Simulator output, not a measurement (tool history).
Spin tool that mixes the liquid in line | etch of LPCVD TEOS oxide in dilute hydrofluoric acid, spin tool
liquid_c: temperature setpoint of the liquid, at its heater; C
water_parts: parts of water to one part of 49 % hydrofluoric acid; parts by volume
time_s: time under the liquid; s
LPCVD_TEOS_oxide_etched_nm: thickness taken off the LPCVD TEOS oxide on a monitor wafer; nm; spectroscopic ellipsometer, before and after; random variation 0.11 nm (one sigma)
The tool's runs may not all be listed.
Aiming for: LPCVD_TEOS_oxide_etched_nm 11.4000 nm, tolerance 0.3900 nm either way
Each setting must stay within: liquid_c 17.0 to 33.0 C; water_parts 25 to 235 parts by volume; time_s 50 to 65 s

Run 1, day 0.000: liquid_c 25.0 C, water_parts 130 parts by volume, time_s 65 s. Result: LPCVD_TEOS_oxide_etched_nm 12.8470 nm.
Run 2, day 0.112: liquid_c 25.0 C, water_parts 130 parts by volume, time_s 50 s. Result: LPCVD_TEOS_oxide_etched_nm 9.9195 nm.
Run 3, day 0.225: liquid_c 26.0 C, water_parts 130 parts by volume, time_s 50 s. Result: LPCVD_TEOS_oxide_etched_nm 10.4570 nm.
Run 4, day 0.283: liquid_c 26.0 C, water_parts 130 parts by volume, time_s 65 s. Result: LPCVD_TEOS_oxide_etched_nm 13.5950 nm.
Run 5, day 0.342: liquid_c 25.5 C, water_parts 130 parts by volume, time_s 65 s. Result: LPCVD_TEOS_oxide_etched_nm 13.4370 nm.
Run 6, day 0.542: liquid_c 24.5 C, water_parts 130 parts by volume, time_s 65 s. Result: LPCVD_TEOS_oxide_etched_nm 12.9030 nm.
Run 7, day 0.733: liquid_c 24.5 C, water_parts 135 parts by volume, time_s 65 s. Result: LPCVD_TEOS_oxide_etched_nm 12.2440 nm.
Run 8, day 0.842: liquid_c 24.0 C, water_parts 135 parts by volume, time_s 65 s. Result: LPCVD_TEOS_oxide_etched_nm 11.9760 nm.

Exercise: of the 4 proposed moves below, exactly one satisfies all targets within the stated allowed misses. Which move is it?
Run A, day 0.950: liquid_c 21.5 C, water_parts 120 parts by volume, time_s 60 s. Result: LPCVD_TEOS_oxide_etched_nm ?.
Run B, day 0.950: liquid_c 17.5 C, water_parts 95 parts by volume, time_s 50 s. Result: LPCVD_TEOS_oxide_etched_nm ?.
Run C, day 0.950: liquid_c 24.5 C, water_parts 135 parts by volume, time_s 55 s. Result: LPCVD_TEOS_oxide_etched_nm ?.
Run D, day 0.950: liquid_c 26.0 C, water_parts 125 parts by volume, time_s 60 s. Result: LPCVD_TEOS_oxide_etched_nm ?.

move  LPCVD_TEOS_oxide_etched_nm
   A                     11.7210
   B                     10.7580
   C                     10.5580
   D                     13.3360
A: in spec on every target
B: carries the result that was furthest off beyond its target, to the other side
C: carries the result that was furthest off beyond its target, to the other side
D: lands further from the targets than the last run did
Answer: A
